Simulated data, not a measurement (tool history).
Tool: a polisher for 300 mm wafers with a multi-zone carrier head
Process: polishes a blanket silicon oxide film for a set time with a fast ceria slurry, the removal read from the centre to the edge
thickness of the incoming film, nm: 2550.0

| run | hour | flow of slurry (ml/min) | pressure of the head's centre zone | pressure of the head's middle zone | pressure of the head's edge zone | polishing time (s) | film removed at the wafer's centre (Å) | film removed at mid-radius (Å) | film removed at the wafer's edge (Å) |
|---|---|---|---|---|---|---|---|---|---|
| 1 | 0 | 130 | 1 | 1 | 1 | 47 | 4687 | 4844.3 | 4811.4 |
| 2 | 3 | 120 | 0.97 | 0.97 | 0.98 | 46 | 4367.8 | 4378.1 | 4594.5 |
| 3 | 5.2 | 115 | 0.94 | 0.97 | 0.96 | 45 | 4170.9 | 4357 | 4504.8 |
| 4 | 5.9 | 135 | 0.94 | 0.97 | 0.96 | 45 | 4292.8 | 4480.5 | 4530.6 |
| 5 | 10.3 | 125 | 0.91 | 0.96 | 0.95 | 44 | 3951 | 4075.4 | 4374.7 |
| 6 | 18.1 | 95 | 0.91 | 0.96 | 0.95 | 44 | 3610.3 | 3882 | 4169 |
| 7 | 20 | 90 | 0.9 | 0.96 | 0.95 | 44 | 3566.8 | 3834.1 | 4154.8 |

Forecast run 8:
| 8 | 21.7 | 90 | 0.89 | 0.96 | 0.94 | 44 | ? | ? | ? |

film removed at the wafer's centre (Å): 3464
film removed at mid-radius (Å): 3941.4
film removed at the wafer's edge (Å): 4099.5
